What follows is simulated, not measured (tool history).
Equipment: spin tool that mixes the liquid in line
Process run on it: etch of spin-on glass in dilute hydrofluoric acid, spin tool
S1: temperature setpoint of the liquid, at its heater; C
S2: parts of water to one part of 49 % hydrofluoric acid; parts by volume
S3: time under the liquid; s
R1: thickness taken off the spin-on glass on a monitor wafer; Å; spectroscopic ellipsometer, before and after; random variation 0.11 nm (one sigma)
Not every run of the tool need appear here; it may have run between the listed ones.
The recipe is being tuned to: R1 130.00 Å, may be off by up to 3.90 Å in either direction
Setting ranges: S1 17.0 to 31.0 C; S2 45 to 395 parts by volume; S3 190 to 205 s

| run | hour | S1 | S2 | S3 | R1 |
|---|---|---|---|---|---|
| 1 | 0.0 | 23.0 | 220 | 190 | 237.11 |
| 2 | 5.3 | 21.5 | 240 | 190 | 203.96 |
| 3 | 6.2 | 20.5 | 260 | 190 | 175.77 |
| 4 | 12.8 | 20.5 | 225 | 190 | 213.05 |
| 5 | 13.7 | 18.5 | 225 | 190 | 196.96 |
| 6 | 17.2 | 18.0 | 245 | 190 | 174.30 |
| 7 | 17.8 | 17.5 | 260 | 190 | 157.88 |
| 8 | 21.3 | 17.5 | 270 | 190 | 148.26 |

4 candidate next runs follow, results not yet known. Just one meets every target within its allowed miss. Identify it.
| A | 24.8 | 17.5 | 325 | 190 | ? |
| B | 24.8 | 18.5 | 330 | 190 | ? |
| C | 24.8 | 17.5 | 320 | 190 | ? |
| D | 24.8 | 20.5 | 330 | 190 | ? |

| move | R1 |
|---|---|
| A | 121.23 |
| B | 123.37 |
| C | 123.64 |
| D | 132.62 |
A: moves the result that the last run missed by most past its target, out the other side
B: moves the result that the last run missed by most past its target, out the other side
C: moves the result that the last run missed by most past its target, out the other side
D: hits every target within its allowed miss
Answer: D
